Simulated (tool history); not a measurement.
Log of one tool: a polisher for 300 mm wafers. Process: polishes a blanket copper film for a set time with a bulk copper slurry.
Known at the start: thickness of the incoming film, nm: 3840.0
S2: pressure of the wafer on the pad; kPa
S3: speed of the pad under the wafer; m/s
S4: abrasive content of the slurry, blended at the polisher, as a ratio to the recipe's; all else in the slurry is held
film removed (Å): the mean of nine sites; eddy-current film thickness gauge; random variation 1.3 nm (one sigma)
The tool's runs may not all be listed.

run 1 hour=0 | flow_of_slurry_(ml/min)=160 S2=14.5 S3=1.36 S4=1 polishing_time_(s)=17 | film_removed_(Å)=1794.4
run 2 hour=8.9 | flow_of_slurry_(ml/min)=160 S2=14.5 S3=1.5 S4=1 polishing_time_(s)=17 | film_removed_(Å)=1930.7
run 3 hour=11.8 | flow_of_slurry_(ml/min)=160 S2=14.5 S3=1.5 S4=1 polishing_time_(s)=17 | film_removed_(Å)=1986.8
run 4 hour=14.5 | flow_of_slurry_(ml/min)=160 S2=13.8 S3=1.5 S4=1 polishing_time_(s)=17 | film_removed_(Å)=1848.5
run 5 hour=16.6 | flow_of_slurry_(ml/min)=140 S2=13.8 S3=1.5 S4=1 polishing_time_(s)=17 | film_removed_(Å)=1817
run 6 hour=25.3 | flow_of_slurry_(ml/min)=140 S2=13.1 S3=1.5 S4=1 polishing_time_(s)=17 | film_removed_(Å)=1751.3
run 7 hour=30.5 | flow_of_slurry_(ml/min)=140 S2=13.1 S3=1.5 S4=1 polishing_time_(s)=17 | film_removed_(Å)=1753.2
run 8 hour=39.5 | flow_of_slurry_(ml/min)=140 S2=12.4 S3=1.5 S4=1 polishing_time_(s)=17 | film_removed_(Å)=1646.4

Run 9 comes next. What will it give?
run 9 hour=47.1 | flow_of_slurry_(ml/min)=140 S2=11.7 S3=1.5 S4=1 polishing_time_(s)=17 | film_removed_(Å)=?

film removed (Å): 1560.1
